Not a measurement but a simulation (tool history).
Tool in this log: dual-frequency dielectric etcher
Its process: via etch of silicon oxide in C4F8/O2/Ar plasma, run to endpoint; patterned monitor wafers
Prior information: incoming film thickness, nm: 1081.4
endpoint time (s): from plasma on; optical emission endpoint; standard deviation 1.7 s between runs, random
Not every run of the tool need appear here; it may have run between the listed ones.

run,hour,source power (kW),bias power (kW),endpoint time (s)
1,0.0,2.360,1.989,200.60
2,6.8,2.360,2.286,191.86
3,14.1,2.740,2.286,180.39
4,15.1,2.740,2.609,176.23
5,18.9,2.970,2.609,171.54
6,25.2,2.970,2.784,169.11
7,29.1,2.760,2.658,174.37
8,30.5,2.290,2.260,192.64
9,35.2,2.190,2.177,200.01
10,37.7,2.110,2.138,205.18
# hour 40.3: bias power generator calibrated
11,40.3,2.040,2.116,206.21
12,41.4,1.980,2.089,206.84
13,49.3,1.920,2.052,209.34

Run 14 has not been measured yet. What should we expect?
14,55.9,1.870,2.019,?

Run 14 yielded endpoint time (s) 213.39.
